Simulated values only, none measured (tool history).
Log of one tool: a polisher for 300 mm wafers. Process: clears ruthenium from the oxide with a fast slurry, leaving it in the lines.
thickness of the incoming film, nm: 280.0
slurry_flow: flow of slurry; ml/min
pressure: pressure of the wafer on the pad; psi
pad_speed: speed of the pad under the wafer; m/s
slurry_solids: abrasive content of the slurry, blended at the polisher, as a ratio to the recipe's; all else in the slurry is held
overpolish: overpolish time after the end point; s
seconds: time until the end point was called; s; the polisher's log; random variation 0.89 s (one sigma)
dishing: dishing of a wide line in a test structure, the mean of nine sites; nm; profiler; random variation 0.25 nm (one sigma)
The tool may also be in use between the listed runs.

{"run": 1, "day": 0.0, "slurry_flow": 310, "pressure": 3, "pad_speed": 1.2, "slurry_solids": 1, "overpolish": 22, "seconds": 52.337, "dishing": 92.1}
{"run": 2, "day": 0.321, "slurry_flow": 310, "pressure": 2.8, "pad_speed": 1.04, "slurry_solids": 1, "overpolish": 17, "seconds": 63.613, "dishing": 62.494}
{"run": 3, "day": 0.367, "slurry_flow": 310, "pressure": 2.8, "pad_speed": 1.04, "slurry_solids": 1, "overpolish": 9, "seconds": 62.715, "dishing": 36.064}
{"run": 4, "day": 0.525, "slurry_flow": 310, "pressure": 2.4, "pad_speed": 1.04, "slurry_solids": 1, "overpolish": 9, "seconds": 73.233, "dishing": 30.969}
{"run": 5, "day": 0.683, "slurry_flow": 305, "pressure": 2.2, "pad_speed": 1.16, "slurry_solids": 0.95, "overpolish": 8, "seconds": 74.507, "dishing": 27.486}
{"run": 6, "day": 0.779, "slurry_flow": 300, "pressure": 2.2, "pad_speed": 1.24, "slurry_solids": 0.9, "overpolish": 8, "seconds": 72.456, "dishing": 27.605}
{"run": 7, "day": 0.808, "slurry_flow": 300, "pressure": 2.2, "pad_speed": 1.24, "slurry_solids": 0.9, "overpolish": 8, "seconds": 72.55, "dishing": 27.424}
{"run": 8, "day": 1.133, "slurry_flow": 295, "pressure": 2.2, "pad_speed": 1.28, "slurry_solids": 0.85, "overpolish": 8, "seconds": 73.264, "dishing": 28.084}
{"run": 9, "day": 1.158, "slurry_flow": 295, "pressure": 2.1, "pad_speed": 1.34, "slurry_solids": 0.85, "overpolish": 8, "seconds": 74.21, "dishing": 27.601}
{"run": 10, "day": 1.225, "slurry_flow": 295, "pressure": 2, "pad_speed": 1.42, "slurry_solids": 0.85, "overpolish": 8, "seconds": 71.929, "dishing": 27.701}
{"run": 11, "day": 1.517, "slurry_flow": 290, "pressure": 1.9, "pad_speed": 1.48, "slurry_solids": 0.85, "overpolish": 8, "seconds": 72.539, "dishing": 28.025}
{"run": 12, "day": 1.662, "slurry_flow": 345, "pressure": 1.8, "pad_speed": 1.48, "slurry_solids": 0.8, "overpolish": 8, "seconds": 80.366, "dishing": 26.029}

Run 13 comes next. What will it give?
{"run": 13, "day": 2.008, "slurry_flow": 305, "pressure": 1.8, "pad_speed": 1.48, "slurry_solids": 0.8, "overpolish": 8, "seconds": "?", "dishing": "?"}

Run 13 gave seconds 80.405 s, dishing 25.369 nm.
